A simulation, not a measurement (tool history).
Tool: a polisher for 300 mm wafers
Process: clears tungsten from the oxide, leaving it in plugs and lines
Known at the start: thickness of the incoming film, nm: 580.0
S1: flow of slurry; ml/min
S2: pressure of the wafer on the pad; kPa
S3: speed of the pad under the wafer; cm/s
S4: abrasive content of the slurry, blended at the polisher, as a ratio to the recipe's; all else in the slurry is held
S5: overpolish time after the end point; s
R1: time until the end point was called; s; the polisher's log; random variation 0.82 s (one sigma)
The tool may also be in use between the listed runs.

run,day,S1,S2,S3,S4,S5,R1
1,0.000,155,25.5,136,1.0,34,94.737
2,0.362,155,25.5,136,1.0,34,95.673
3,0.717,155,25.5,136,1.0,37,95.145
4,0.838,155,25.5,136,1.0,34,95.430
5,1.008,155,25.5,158,1.0,34,87.880
6,1.246,155,25.5,136,1.0,34,97.160
7,1.458,155,29.6,142,1.0,34,80.198

Run 8 comes next. What will it give?
8,1.542,160,36.5,162,1.0,34,?

Run 8 gave R1 57.273 s.

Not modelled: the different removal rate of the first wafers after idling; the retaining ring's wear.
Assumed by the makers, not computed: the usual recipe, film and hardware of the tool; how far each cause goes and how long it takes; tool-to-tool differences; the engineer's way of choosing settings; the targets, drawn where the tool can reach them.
